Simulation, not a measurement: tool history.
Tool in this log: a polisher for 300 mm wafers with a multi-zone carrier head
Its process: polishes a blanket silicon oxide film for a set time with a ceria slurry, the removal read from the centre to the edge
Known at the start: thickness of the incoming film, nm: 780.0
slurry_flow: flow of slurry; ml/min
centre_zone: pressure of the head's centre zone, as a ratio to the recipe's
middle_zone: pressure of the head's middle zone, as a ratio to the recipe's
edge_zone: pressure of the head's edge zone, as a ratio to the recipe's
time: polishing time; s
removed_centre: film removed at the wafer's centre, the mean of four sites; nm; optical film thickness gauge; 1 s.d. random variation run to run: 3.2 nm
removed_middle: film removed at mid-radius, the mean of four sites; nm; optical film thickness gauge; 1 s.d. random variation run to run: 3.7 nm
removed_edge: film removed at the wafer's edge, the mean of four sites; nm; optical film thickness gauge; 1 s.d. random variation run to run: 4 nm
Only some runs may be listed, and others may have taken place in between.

run 1 hour=0.0 | slurry_flow=145 centre_zone=1.00 middle_zone=1.00 edge_zone=1.00 time=42 | removed_centre=291.74 removed_middle=294.44 removed_edge=284.58
run 2 hour=0.5 | slurry_flow=160 centre_zone=1.00 middle_zone=1.00 edge_zone=1.00 time=42 | removed_centre=295.82 removed_middle=302.56 removed_edge=284.50
run 3 hour=2.1 | slurry_flow=155 centre_zone=1.03 middle_zone=1.00 edge_zone=1.03 time=44 | removed_centre=318.02 removed_middle=312.21 removed_edge=308.29
run 4 hour=6.2 | slurry_flow=185 centre_zone=1.03 middle_zone=1.00 edge_zone=1.03 time=44 | removed_centre=322.89 removed_middle=324.12 removed_edge=307.88
run 5 hour=10.7 | slurry_flow=200 centre_zone=1.03 middle_zone=1.00 edge_zone=1.03 time=44 | removed_centre=332.82 removed_middle=325.65 removed_edge=305.56
run 6 hour=18.5 | slurry_flow=200 centre_zone=1.10 middle_zone=1.00 edge_zone=1.03 time=44 | removed_centre=349.28 removed_middle=322.54 removed_edge=308.11
run 7 hour=23.9 | slurry_flow=195 centre_zone=1.11 middle_zone=1.00 edge_zone=1.06 time=45 | removed_centre=358.35 removed_middle=332.83 removed_edge=324.85
run 8 hour=24.7 | slurry_flow=210 centre_zone=1.19 middle_zone=1.00 edge_zone=1.16 time=47 | removed_centre=407.53 removed_middle=346.86 removed_edge=343.08
run 9 hour=27.3 | slurry_flow=205 centre_zone=1.17 middle_zone=0.99 edge_zone=1.17 time=48 | removed_centre=410.48 removed_middle=352.22 removed_edge=348.46

Run 10 is up next; what results do you expect?
run 10 hour=35.0 | slurry_flow=205 centre_zone=1.17 middle_zone=0.99 edge_zone=1.17 time=48 | removed_centre=? removed_middle=? removed_edge=?

{"run 10": {"removed_centre": 408.27, "removed_middle": 354.43, "removed_edge": 356.88}}

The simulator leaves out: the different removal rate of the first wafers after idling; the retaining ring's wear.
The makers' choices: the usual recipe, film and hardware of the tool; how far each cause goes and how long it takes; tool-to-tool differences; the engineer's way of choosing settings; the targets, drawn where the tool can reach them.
